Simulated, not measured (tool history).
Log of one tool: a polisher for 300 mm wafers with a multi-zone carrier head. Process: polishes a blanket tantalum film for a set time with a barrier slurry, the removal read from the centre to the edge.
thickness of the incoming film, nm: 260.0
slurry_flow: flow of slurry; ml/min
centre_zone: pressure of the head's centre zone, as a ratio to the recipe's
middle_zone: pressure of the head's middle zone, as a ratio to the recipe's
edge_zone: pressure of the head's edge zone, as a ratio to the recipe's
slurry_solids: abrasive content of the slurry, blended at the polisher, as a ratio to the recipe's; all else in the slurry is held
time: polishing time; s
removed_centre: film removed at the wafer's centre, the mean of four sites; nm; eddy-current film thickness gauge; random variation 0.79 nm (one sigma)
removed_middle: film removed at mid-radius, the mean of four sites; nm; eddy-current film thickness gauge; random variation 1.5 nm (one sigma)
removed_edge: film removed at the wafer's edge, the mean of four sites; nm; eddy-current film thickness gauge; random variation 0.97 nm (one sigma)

run	hour	slurry_flow	centre_zone	middle_zone	edge_zone	slurry_solids	time	removed_centre	removed_middle	removed_edge
1	0.0	240	1.00	1.00	1.00	1.0	58	97.384	95.670	96.514
2	5.5	300	1.00	1.00	1.00	1.0	58	100.180	99.429	99.900
3	6.5	300	1.00	1.00	1.06	1.0	58	99.543	101.570	101.730
4	9.7	300	1.00	1.00	1.06	0.9	58	95.935	94.971	98.887
5	12.4	300	1.00	1.00	1.06	1.0	58	100.850	100.220	103.110
6	16.8	300	1.00	0.95	1.06	1.0	58	98.737	95.855	103.160

Run 7 comes next. What will it give?
7	24.1	305	1.00	0.96	1.08	1.1	58	?	?	?

{"run 7": {"removed_centre": 103.3, "removed_middle": 99.223, "removed_edge": 106.75}}

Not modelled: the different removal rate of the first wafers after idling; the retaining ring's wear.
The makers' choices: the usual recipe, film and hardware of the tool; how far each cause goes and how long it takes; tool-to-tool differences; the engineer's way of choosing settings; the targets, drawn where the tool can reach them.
